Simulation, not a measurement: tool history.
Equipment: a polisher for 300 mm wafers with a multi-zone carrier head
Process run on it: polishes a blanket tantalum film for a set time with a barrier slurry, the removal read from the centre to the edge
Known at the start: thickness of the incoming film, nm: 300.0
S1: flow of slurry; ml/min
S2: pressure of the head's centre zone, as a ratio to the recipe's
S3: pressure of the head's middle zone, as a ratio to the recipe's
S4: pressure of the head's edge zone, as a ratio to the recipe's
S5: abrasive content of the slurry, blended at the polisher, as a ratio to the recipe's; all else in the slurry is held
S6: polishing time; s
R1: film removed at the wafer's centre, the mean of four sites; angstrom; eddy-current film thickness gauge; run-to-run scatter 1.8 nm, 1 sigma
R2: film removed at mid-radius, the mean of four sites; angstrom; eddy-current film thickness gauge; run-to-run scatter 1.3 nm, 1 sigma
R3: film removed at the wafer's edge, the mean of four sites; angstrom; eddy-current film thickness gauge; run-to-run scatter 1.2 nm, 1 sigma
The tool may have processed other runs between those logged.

| run | hour | S1 | S2 | S3 | S4 | S5 | S6 | R1 | R2 | R3 |
|---|---|---|---|---|---|---|---|---|---|---|
| 1 | 0.0 | 270 | 1.00 | 1.00 | 1.00 | 1.00 | 61 | 910.66 | 947.78 | 928.54 |
| 2 | 8.9 | 270 | 1.00 | 1.00 | 1.00 | 1.00 | 76 | 1133.00 | 1176.80 | 1172.70 |
| 3 | 16.4 | 270 | 1.00 | 1.00 | 1.00 | 1.00 | 68 | 1014.90 | 1043.90 | 1057.70 |
| 4 | 21.4 | 270 | 1.00 | 1.00 | 1.00 | 0.80 | 68 | 972.13 | 1023.80 | 1007.50 |
| 5 | 26.0 | 270 | 1.00 | 1.00 | 1.00 | 0.95 | 68 | 1036.10 | 1027.40 | 1054.70 |
| 6 | 33.2 | 270 | 1.00 | 0.97 | 1.00 | 0.95 | 68 | 1020.60 | 1016.60 | 1050.80 |
| 7 | 39.5 | 275 | 1.01 | 0.97 | 1.02 | 1.05 | 69 | 1083.50 | 1052.30 | 1085.40 |

Run 8 has not been measured yet. What should we expect?
| 8 | 42.2 | 275 | 1.00 | 0.96 | 1.04 | 1.10 | 70 | ? | ? | ? |

R1: 1038.00 angstrom
R2: 1049.80 angstrom
R3: 1126.40 angstrom

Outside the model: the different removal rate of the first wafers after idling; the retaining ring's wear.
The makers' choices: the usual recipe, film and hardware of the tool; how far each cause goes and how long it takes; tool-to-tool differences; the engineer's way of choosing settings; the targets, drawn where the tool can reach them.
